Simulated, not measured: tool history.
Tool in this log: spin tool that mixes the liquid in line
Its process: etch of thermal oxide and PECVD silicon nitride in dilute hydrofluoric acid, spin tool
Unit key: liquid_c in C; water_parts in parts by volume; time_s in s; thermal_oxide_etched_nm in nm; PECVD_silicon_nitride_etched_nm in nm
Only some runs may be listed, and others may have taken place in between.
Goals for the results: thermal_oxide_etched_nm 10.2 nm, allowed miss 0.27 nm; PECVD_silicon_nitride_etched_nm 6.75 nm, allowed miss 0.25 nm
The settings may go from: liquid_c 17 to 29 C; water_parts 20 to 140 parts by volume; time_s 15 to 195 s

run  hour  liquid_c  water_parts  time_s  thermal_oxide_etched_nm  PECVD_silicon_nitride_etched_nm
  1     0        21           75     100                   5.9582                           3.5262
  2     6      22.5           70     100                   6.8511                           4.2643
  3   7.8      22.5           45     100                   10.919                           6.4701
  4    16      23.5           50     100                   10.229                           6.2795
  5  20.9      23.5           70     100                   7.0845                           4.4944
  6  29.1      23.5           70     115                   8.1115                           5.1075
  7  34.5        24           65     115                   9.0132                           5.7663
  8  41.2      24.5           65     115                   9.2419                           5.9695
  9  42.8        25           65     115                   9.3878                           6.3026

Pick the move, out of 5, that brings all results within their allowed miss; only one does.
  A  44.4        20           40      95                        ?                                ?
  B  44.4        23           60     135                        ?                                ?
  C  44.4        28           60      95                        ?                                ?
  D  44.4        19           50     130                        ?                                ?
  E  44.4        25           70     135                        ?                                ?

move  thermal_oxide_etched_nm  PECVD_silicon_nitride_etched_nm
   A                   10.576                           5.7867
   B                   11.105                           6.8131
   C                   9.5671                            6.685
   D                   10.969                           5.9479
   E                   10.201                           6.6962
A: moves the result that the last run missed by most past its target, out the other side
B: moves the result that the last run missed by most past its target, out the other side
C: moves toward the targets from the last run without getting all of them in spec
D: moves the result that the last run missed by most past its target, out the other side
E: every result lands within tolerance
The right move is E.

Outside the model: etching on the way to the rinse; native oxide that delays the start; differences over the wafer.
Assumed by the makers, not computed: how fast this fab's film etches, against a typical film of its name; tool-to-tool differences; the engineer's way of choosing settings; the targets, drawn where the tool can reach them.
